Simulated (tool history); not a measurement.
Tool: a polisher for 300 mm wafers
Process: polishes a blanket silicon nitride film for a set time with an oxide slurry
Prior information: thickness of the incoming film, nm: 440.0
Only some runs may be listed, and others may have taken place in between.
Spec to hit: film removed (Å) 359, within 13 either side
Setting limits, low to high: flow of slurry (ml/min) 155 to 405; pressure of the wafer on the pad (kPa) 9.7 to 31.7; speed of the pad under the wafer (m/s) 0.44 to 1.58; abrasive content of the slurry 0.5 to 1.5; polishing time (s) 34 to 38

| run | hour | flow of slurry (ml/min) | pressure of the wafer on the pad (kPa) | speed of the pad under the wafer (m/s) | abrasive content of the slurry | polishing time (s) | film removed (Å) |
|---|---|---|---|---|---|---|---|
| 1 | 0 | 260 | 20.7 | 1 | 1 | 38 | 222.09 |
| 2 | 8.9 | 260 | 20.7 | 1 | 0.9 | 38 | 211.11 |
| 3 | 13.4 | 260 | 20.7 | 1 | 1.1 | 38 | 234.65 |
| 4 | 17.9 | 260 | 24.8 | 1 | 1.1 | 38 | 279.59 |
| 5 | 19.6 | 260 | 24.8 | 1 | 1.1 | 34 | 243 |
| 6 | 22.2 | 260 | 24.8 | 1 | 1.25 | 34 | 261.61 |
| 7 | 24.1 | 260 | 25.5 | 1 | 1.25 | 34 | 264.52 |
| 8 | 30.9 | 260 | 26.2 | 1.02 | 1.25 | 34 | 280 |
| 9 | 33.2 | 260 | 26.9 | 1.02 | 1.25 | 34 | 287.33 |
| 10 | 34.2 | 265 | 31.7 | 1.04 | 1.25 | 34 | 339.08 |

5 candidate next runs follow, results not yet known. Just one meets every target within its allowed miss. Identify it.
| A | 35.2 | 300 | 29.6 | 1.1 | 1.5 | 34 | ? |
| B | 35.2 | 225 | 31.7 | 0.94 | 1.05 | 37 | ? |
| C | 35.2 | 285 | 24.8 | 1.18 | 1.5 | 34 | ? |
| D | 35.2 | 270 | 31.7 | 0.96 | 1.2 | 36 | ? |
| E | 35.2 | 255 | 31 | 0.98 | 1.3 | 35 | ? |

| move | film removed (Å) |
|---|---|
| A | 366.58 |
| B | 318.8 |
| C | 322.36 |
| D | 341.35 |
| E | 338.36 |
A: every result lands within tolerance
B: lands further from the targets than the last run did
C: lands further from the targets than the last run did
D: closer than the last run, but not yet in spec
E: neither nearer nor further off than the last run
So the answer is move A, the one that meets all the targets.

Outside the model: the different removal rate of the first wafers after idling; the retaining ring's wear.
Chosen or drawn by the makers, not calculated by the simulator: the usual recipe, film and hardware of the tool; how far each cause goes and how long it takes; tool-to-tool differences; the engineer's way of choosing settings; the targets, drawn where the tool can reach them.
